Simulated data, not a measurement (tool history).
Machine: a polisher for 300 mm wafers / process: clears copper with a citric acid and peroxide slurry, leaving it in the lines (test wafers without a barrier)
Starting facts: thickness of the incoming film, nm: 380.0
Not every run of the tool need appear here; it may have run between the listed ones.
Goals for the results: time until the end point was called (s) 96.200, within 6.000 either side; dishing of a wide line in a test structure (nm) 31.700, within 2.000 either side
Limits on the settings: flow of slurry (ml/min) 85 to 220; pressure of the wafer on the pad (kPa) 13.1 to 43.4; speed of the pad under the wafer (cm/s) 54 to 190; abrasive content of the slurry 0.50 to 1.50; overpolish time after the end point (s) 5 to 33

| run | day | flow of slurry (ml/min) | pressure of the wafer on the pad (kPa) | speed of the pad under the wafer (cm/s) | abrasive content of the slurry | overpolish time after the end point (s) | time until the end point was called (s) | dishing of a wide line in a test structure (nm) |
|---|---|---|---|---|---|---|---|---|
| 1 | 0.000 | 140 | 28.3 | 122 | 1.00 | 17 | 83.892 | 50.938 |
| 2 | 0.217 | 140 | 28.3 | 122 | 0.85 | 17 | 88.074 | 49.949 |
| 3 | 0.292 | 140 | 28.3 | 122 | 0.70 | 17 | 89.523 | 48.408 |
| 4 | 0.554 | 140 | 27.6 | 122 | 0.70 | 15 | 96.950 | 42.539 |
| 5 | 0.808 | 145 | 27.6 | 122 | 0.70 | 13 | 91.646 | 37.292 |
| 6 | 1.179 | 145 | 27.6 | 122 | 0.70 | 20 | 94.694 | 54.346 |
| 7 | 1.288 | 145 | 27.6 | 122 | 0.70 | 20 | 95.450 | 54.390 |
| 8 | 1.312 | 145 | 26.9 | 122 | 0.70 | 18 | 96.887 | 48.880 |
| 9 | 1.446 | 145 | 26.9 | 120 | 0.70 | 16 | 95.610 | 43.228 |
| 10 | 1.692 | 150 | 25.5 | 120 | 0.70 | 10 | 103.680 | 28.395 |
| 11 | 1.842 | 150 | 26.2 | 120 | 0.70 | 10 | 99.445 | 27.518 |

Which single option among these 4 for the next run brings every result within its allowed miss of target? Just one does.
| A | 1.992 | 155 | 29.6 | 130 | 0.65 | 11 | ? | ? |
| B | 1.992 | 190 | 21.4 | 140 | 0.85 | 11 | ? | ? |
| C | 1.992 | 170 | 26.9 | 120 | 0.60 | 8 | ? | ? |
| D | 1.992 | 140 | 26.9 | 104 | 0.65 | 13 | ? | ? |

| move | time until the end point was called (s) | dishing of a wide line in a test structure (nm) |
|---|---|---|
| A | 82.561 | 35.752 |
| B | 96.286 | 30.775 |
| C | 98.178 | 22.785 |
| D | 114.890 | 30.787 |
A: the result that was furthest off in the last run now lies on the other side of its target
B: every result lands within tolerance
C: further off than the last run
D: gets the furthest-off result to its target, but another result is out of tolerance
Answer: B
